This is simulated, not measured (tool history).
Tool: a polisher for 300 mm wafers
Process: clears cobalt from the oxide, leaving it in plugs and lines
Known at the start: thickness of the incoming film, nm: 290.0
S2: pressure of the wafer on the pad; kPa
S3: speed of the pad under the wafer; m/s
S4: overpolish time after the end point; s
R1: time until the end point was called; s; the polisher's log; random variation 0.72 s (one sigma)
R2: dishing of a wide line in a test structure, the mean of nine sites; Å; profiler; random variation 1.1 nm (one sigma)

Run 1, day 0.000: flow of slurry (ml/min) 230, S2 9.7 kPa, S3 1.20 m/s, S4 29 s. Result: R1 53.680 s, R2 617.15 Å.
Run 2, day 0.342: flow of slurry (ml/min) 230, S2 9.7 kPa, S3 1.20 m/s, S4 28 s. Result: R1 52.090 s, R2 607.90 Å.
Run 3, day 0.571: flow of slurry (ml/min) 210, S2 9.7 kPa, S3 1.20 m/s, S4 28 s. Result: R1 53.334 s, R2 613.30 Å.
Run 4, day 0.808: flow of slurry (ml/min) 265, S2 9.7 kPa, S3 1.20 m/s, S4 28 s. Result: R1 50.682 s, R2 617.45 Å.
Run 5, day 1.000: flow of slurry (ml/min) 265, S2 9.7 kPa, S3 1.42 m/s, S4 28 s. Result: R1 45.961 s, R2 660.13 Å.
Run 6, day 1.250: flow of slurry (ml/min) 265, S2 9.7 kPa, S3 1.42 m/s, S4 27 s. Result: R1 44.913 s, R2 631.93 Å.
Run 7, day 1.575: flow of slurry (ml/min) 265, S2 9.7 kPa, S3 1.42 m/s, S4 26 s. Result: R1 46.965 s, R2 642.16 Å.
Run 8, day 1.904: flow of slurry (ml/min) 265, S2 9.7 kPa, S3 1.42 m/s, S4 26 s. Result: R1 46.210 s, R2 633.02 Å.

Forecast run 9:
Run 9, day 2.225: flow of slurry (ml/min) 265, S2 9.7 kPa, S3 1.42 m/s, S4 25 s. Result: R1 ?, R2 ?.

{"run 9": {"R1": 44.959, "R2": 605.26}}
